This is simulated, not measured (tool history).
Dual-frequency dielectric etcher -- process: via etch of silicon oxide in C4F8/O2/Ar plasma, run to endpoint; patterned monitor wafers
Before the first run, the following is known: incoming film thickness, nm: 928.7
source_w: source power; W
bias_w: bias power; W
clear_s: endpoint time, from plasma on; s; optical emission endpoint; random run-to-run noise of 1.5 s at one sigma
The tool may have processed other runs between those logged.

Run 1, day 0.000: source_w 2260 W, bias_w 1565 W. Result: clear_s 200.92 s.
Run 2, day 0.208: source_w 2400 W, bias_w 1565 W. Result: clear_s 195.81 s.
Run 3, day 0.350: source_w 2140 W, bias_w 1565 W. Result: clear_s 207.55 s.
Run 4, day 0.521: source_w 1960 W, bias_w 1435 W. Result: clear_s 225.15 s.
Run 5, day 0.658: source_w 1960 W, bias_w 1576 W. Result: clear_s 213.78 s.
Run 6, day 0.896: source_w 1960 W, bias_w 1333 W. Result: clear_s 231.44 s.
Run 7, day 0.921: source_w 1840 W, bias_w 1301 W. Result: clear_s 240.04 s.
Run 8, day 1.283: source_w 1740 W, bias_w 1279 W. Result: clear_s 251.52 s.
Run 9, day 1.421: source_w 1680 W, bias_w 1275 W. Result: clear_s 256.71 s.
Run 10, day 1.700: source_w 1360 W, bias_w 1231 W. Result: clear_s 294.67 s.

What will run 11 give?
Run 11, day 1.762: source_w 1600 W, bias_w 1247 W. Result: clear_s ?.

Run 11 measured clear_s 266.99 s.

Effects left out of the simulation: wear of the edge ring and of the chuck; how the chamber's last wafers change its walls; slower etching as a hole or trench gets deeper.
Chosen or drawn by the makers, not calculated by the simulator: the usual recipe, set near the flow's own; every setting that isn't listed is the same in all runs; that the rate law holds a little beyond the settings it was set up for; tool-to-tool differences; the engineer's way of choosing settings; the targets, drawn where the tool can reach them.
